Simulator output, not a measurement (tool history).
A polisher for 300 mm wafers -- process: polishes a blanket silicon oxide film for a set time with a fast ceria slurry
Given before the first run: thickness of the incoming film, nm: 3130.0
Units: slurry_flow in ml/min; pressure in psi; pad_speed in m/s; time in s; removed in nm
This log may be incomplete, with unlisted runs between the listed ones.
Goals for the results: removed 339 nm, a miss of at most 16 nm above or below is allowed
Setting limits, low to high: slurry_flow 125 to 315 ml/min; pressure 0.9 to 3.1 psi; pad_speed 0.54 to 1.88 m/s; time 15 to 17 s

run    day  slurry_flow  pressure  pad_speed  time  removed
  1      0          205         2        1.2    17   202.59
  2  0.262          205       1.5        1.2    17   152.13
  3  0.317          180       1.5        1.2    17   148.19
  4   0.55          160       1.5        1.2    17   144.46
  5  0.821          160       1.5       0.98    17      121
  6  0.996          160       1.5       0.98    17   118.74
  7  1.292          170         2       1.02    17    170.3
  8  1.346          175       2.4       1.04    17   206.64
  9    1.7          190       2.6       1.08    17   231.42

Which of these 5 next moves meets every target?
  A  2.054          150       2.9       1.28    17        ?
  B  2.054          220       3.1       1.12    17        ?
  C  2.054          135       2.5       0.76    17        ?
  D  2.054          205       2.8       1.46    17        ?
  E  2.054          210       2.7        1.3    17        ?

move  removed
   A   292.75
   B   289.84
   C    154.7
   D   333.33
   E    289.3
A: moves toward the targets from the last run without getting all of them in spec
B: moves toward the targets from the last run without getting all of them in spec
C: lands further from the targets than the last run did
D: each result inside its tolerance
E: moves toward the targets from the last run without getting all of them in spec
Go with D: it meets all targets.

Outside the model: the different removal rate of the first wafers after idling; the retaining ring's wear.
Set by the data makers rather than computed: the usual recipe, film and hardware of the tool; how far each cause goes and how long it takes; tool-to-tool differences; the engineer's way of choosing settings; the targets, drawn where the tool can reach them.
